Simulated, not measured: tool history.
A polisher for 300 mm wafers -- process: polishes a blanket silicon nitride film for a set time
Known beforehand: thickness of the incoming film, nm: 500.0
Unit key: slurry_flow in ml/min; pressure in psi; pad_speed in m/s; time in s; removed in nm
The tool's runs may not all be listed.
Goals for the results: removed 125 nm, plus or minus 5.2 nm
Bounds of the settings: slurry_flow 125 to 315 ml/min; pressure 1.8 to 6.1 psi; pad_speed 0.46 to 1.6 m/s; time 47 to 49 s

Run 1, day 0: slurry_flow 205 ml/min, pressure 3.9 psi, pad_speed 1.02 m/s, time 47 s. Result: removed 74.288 nm.
Run 2, day 0.175: slurry_flow 205 ml/min, pressure 4.5 psi, pad_speed 1.04 m/s, time 47 s. Result: removed 84.314 nm.
Run 3, day 0.3: slurry_flow 205 ml/min, pressure 5 psi, pad_speed 1.06 m/s, time 47 s. Result: removed 95.805 nm.
Run 4, day 0.538: slurry_flow 205 ml/min, pressure 5 psi, pad_speed 1.06 m/s, time 47 s. Result: removed 95.443 nm.
At day 0.621: worn pad replaced by a new one.
Run 5, day 0.621: slurry_flow 225 ml/min, pressure 5 psi, pad_speed 1.06 m/s, time 47 s. Result: removed 105.86 nm.
Run 6, day 0.883: slurry_flow 235 ml/min, pressure 5 psi, pad_speed 1.06 m/s, time 47 s. Result: removed 106.03 nm.
Run 7, day 1.25: slurry_flow 250 ml/min, pressure 5 psi, pad_speed 1.06 m/s, time 47 s. Result: removed 107.76 nm.
Run 8, day 1.425: slurry_flow 265 ml/min, pressure 5.1 psi, pad_speed 1.06 m/s, time 47 s. Result: removed 113.08 nm.
Run 9, day 1.65: slurry_flow 275 ml/min, pressure 5.1 psi, pad_speed 1.06 m/s, time 47 s. Result: removed 113.46 nm.
Run 10, day 1.975: slurry_flow 280 ml/min, pressure 5.2 psi, pad_speed 1.06 m/s, time 47 s. Result: removed 115.99 nm.

5 next moves are on the table. One of them brings every result within its allowed miss. Which?
Run A, day 2.3: slurry_flow 275 ml/min, pressure 5.6 psi, pad_speed 1.16 m/s, time 49 s. Result: removed ?.
Run B, day 2.3: slurry_flow 235 ml/min, pressure 5.4 psi, pad_speed 1.26 m/s, time 49 s. Result: removed ?.
Run C, day 2.3: slurry_flow 315 ml/min, pressure 5.9 psi, pad_speed 1.16 m/s, time 48 s. Result: removed ?.
Run D, day 2.3: slurry_flow 275 ml/min, pressure 5.5 psi, pad_speed 1.38 m/s, time 47 s. Result: removed ?.
Run E, day 2.3: slurry_flow 315 ml/min, pressure 6 psi, pad_speed 0.94 m/s, time 48 s. Result: removed ?.

move  removed
   A   134.56
   B   134.44
   C    139.9
   D   140.61
   E   126.38
A: carries the result that was furthest off beyond its target, to the other side
B: carries the result that was furthest off beyond its target, to the other side
C: carries the result that was furthest off beyond its target, to the other side
D: carries the result that was furthest off beyond its target, to the other side
E: every result lands within tolerance
The right move is E.
